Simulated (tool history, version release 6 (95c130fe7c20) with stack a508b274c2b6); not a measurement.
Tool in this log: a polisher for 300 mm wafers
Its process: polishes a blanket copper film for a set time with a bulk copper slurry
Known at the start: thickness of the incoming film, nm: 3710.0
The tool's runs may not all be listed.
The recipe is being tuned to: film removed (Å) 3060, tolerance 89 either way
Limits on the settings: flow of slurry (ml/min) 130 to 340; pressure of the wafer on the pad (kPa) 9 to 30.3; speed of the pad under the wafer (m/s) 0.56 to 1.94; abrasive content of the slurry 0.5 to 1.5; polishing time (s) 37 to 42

run  hour  flow of slurry (ml/min)  pressure of the wafer on the pad (kPa)  speed of the pad under the wafer (m/s)  abrasive content of the slurry  polishing time (s)  film removed (Å)
  1     0                      220                                    19.3                                    1.24                               1                  42            4743.8
  2   1.5                      220                                    18.6                                    1.24                               1                  42            4586.4
  3  10.4                      180                                    18.6                                    1.24                               1                  42            4473.8
  4  12.6                      180                                    18.6                                    1.24                             1.2                  42              4544
  5  20.6                      180                                    18.6                                    1.24                               1                  42            4514.7
  6  23.9                      180                                    17.9                                    1.24                               1                  42            4308.3
  7  26.8                      175                                    12.4                                    1.22                               1                  42            2980.7
  8  28.5                      175                                    12.4                                    1.22                               1                  42            2966.1

Which single option among these 4 for the next run brings every result within its allowed miss of target? Just one does.
  A  30.2                      170                                    12.4                                     1.2                            1.05                  41                 ?
  B  30.2                      170                                    12.4                                    1.38                             0.9                  37                 ?
  C  30.2                      200                                    13.1                                     1.1                             0.9                  42                 ?
  D  30.2                      180                                      11                                    1.48                             0.9                  41                 ?

move  film removed (Å)
   A            2863.8
   B            2888.3
   C            2817.6
   D            3081.5
A: lands further from the targets than the last run did
B: lands further from the targets than the last run did
C: lands further from the targets than the last run did
D: every result lands within tolerance
D meets every target.
